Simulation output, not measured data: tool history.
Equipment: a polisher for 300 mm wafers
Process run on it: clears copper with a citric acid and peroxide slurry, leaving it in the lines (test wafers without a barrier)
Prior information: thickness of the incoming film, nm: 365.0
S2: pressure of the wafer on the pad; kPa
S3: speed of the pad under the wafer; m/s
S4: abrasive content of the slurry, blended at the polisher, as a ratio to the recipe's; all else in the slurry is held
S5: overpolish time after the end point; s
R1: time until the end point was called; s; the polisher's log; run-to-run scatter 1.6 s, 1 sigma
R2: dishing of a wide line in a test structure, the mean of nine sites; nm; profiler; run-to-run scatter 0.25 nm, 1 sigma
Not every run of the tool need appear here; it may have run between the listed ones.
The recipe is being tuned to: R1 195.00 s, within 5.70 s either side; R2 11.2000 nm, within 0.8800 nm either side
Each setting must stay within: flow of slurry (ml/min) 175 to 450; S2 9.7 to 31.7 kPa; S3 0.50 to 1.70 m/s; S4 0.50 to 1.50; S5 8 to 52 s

Run 1, hour 0.0: flow of slurry (ml/min) 290, S2 20.7 kPa, S3 1.10 m/s, S4 1.00, S5 26 s. Result: R1 128.94 s, R2 18.7930 nm.
Run 2, hour 2.5: flow of slurry (ml/min) 290, S2 19.3 kPa, S3 1.12 m/s, S4 1.00, S5 23 s. Result: R1 134.95 s, R2 18.0050 nm.
Run 3, hour 8.3: flow of slurry (ml/min) 290, S2 19.3 kPa, S3 0.86 m/s, S4 1.00, S5 23 s. Result: R1 165.37 s, R2 17.2920 nm.
Run 4, hour 11.9: flow of slurry (ml/min) 295, S2 18.6 kPa, S3 0.88 m/s, S4 1.05, S5 21 s. Result: R1 164.86 s, R2 16.8220 nm.
Run 5, hour 12.5: flow of slurry (ml/min) 295, S2 18.6 kPa, S3 0.78 m/s, S4 1.05, S5 21 s. Result: R1 183.09 s, R2 16.5710 nm.
Run 6, hour 19.1: flow of slurry (ml/min) 320, S2 17.9 kPa, S3 0.80 m/s, S4 1.10, S5 19 s. Result: R1 182.70 s, R2 15.2130 nm.
Run 7, hour 26.7: flow of slurry (ml/min) 335, S2 17.2 kPa, S3 0.80 m/s, S4 1.15, S5 17 s. Result: R1 187.50 s, R2 14.1200 nm.
Run 8, hour 32.2: flow of slurry (ml/min) 345, S2 17.2 kPa, S3 0.80 m/s, S4 1.15, S5 16 s. Result: R1 188.57 s, R2 14.7150 nm.
Run 9, hour 37.3: flow of slurry (ml/min) 265, S2 16.5 kPa, S3 0.84 m/s, S4 1.15, S5 8 s. Result: R1 194.77 s, R2 9.0272 nm.
Run 10, hour 45.3: flow of slurry (ml/min) 265, S2 16.5 kPa, S3 0.84 m/s, S4 1.15, S5 8 s. Result: R1 190.36 s, R2 9.1884 nm.
Run 11, hour 52.8: flow of slurry (ml/min) 275, S2 16.5 kPa, S3 0.84 m/s, S4 1.15, S5 8 s. Result: R1 190.73 s, R2 9.1582 nm.
Run 12, hour 56.5: flow of slurry (ml/min) 285, S2 16.5 kPa, S3 0.84 m/s, S4 1.15, S5 8 s. Result: R1 188.64 s, R2 9.2231 nm.
Run 13, hour 65.0: flow of slurry (ml/min) 290, S2 16.5 kPa, S3 0.84 m/s, S4 1.15, S5 9 s. Result: R1 189.89 s, R2 9.7252 nm.
Run 14, hour 73.0: flow of slurry (ml/min) 295, S2 16.5 kPa, S3 0.84 m/s, S4 1.15, S5 9 s. Result: R1 190.66 s, R2 10.2170 nm.
Run 15, hour 78.7: flow of slurry (ml/min) 300, S2 16.5 kPa, S3 0.84 m/s, S4 1.15, S5 9 s. Result: R1 189.38 s, R2 9.9964 nm.
Run 16, hour 79.9: flow of slurry (ml/min) 305, S2 16.5 kPa, S3 0.84 m/s, S4 1.15, S5 9 s. Result: R1 189.45 s, R2 10.3160 nm.
Run 17, hour 88.5: flow of slurry (ml/min) 310, S2 16.5 kPa, S3 0.84 m/s, S4 1.15, S5 9 s. Result: R1 190.38 s, R2 10.3630 nm.
Run 18, hour 91.3: flow of slurry (ml/min) 315, S2 16.5 kPa, S3 0.84 m/s, S4 1.15, S5 9 s. Result: R1 190.73 s, R2 9.9820 nm.

Of the 4 settings listed for the next run, only one would bring every result within its allowed miss of target. Which one?
Run A, hour 94.1: flow of slurry (ml/min) 335, S2 16.5 kPa, S3 0.78 m/s, S4 1.30, S5 11 s. Result: R1 ?, R2 ?.
Run B, hour 94.1: flow of slurry (ml/min) 310, S2 15.2 kPa, S3 0.90 m/s, S4 1.20, S5 8 s. Result: R1 ?, R2 ?.
Run C, hour 94.1: flow of slurry (ml/min) 355, S2 15.9 kPa, S3 0.78 m/s, S4 1.50, S5 8 s. Result: R1 ?, R2 ?.
Run D, hour 94.1: flow of slurry (ml/min) 365, S2 15.2 kPa, S3 0.98 m/s, S4 1.05, S5 11 s. Result: R1 ?, R2 ?.

move      R1       R2
   A  190.24  11.7460
   B  190.51   9.4157
   C  190.16   9.4426
   D  182.23  12.0270
A: all results land within tolerance of their targets
B: lands further from the targets than the last run did
C: lands further from the targets than the last run did
D: the furthest-off result lands on target, but another misses its tolerance
A is the move that brings every result within its allowed miss.

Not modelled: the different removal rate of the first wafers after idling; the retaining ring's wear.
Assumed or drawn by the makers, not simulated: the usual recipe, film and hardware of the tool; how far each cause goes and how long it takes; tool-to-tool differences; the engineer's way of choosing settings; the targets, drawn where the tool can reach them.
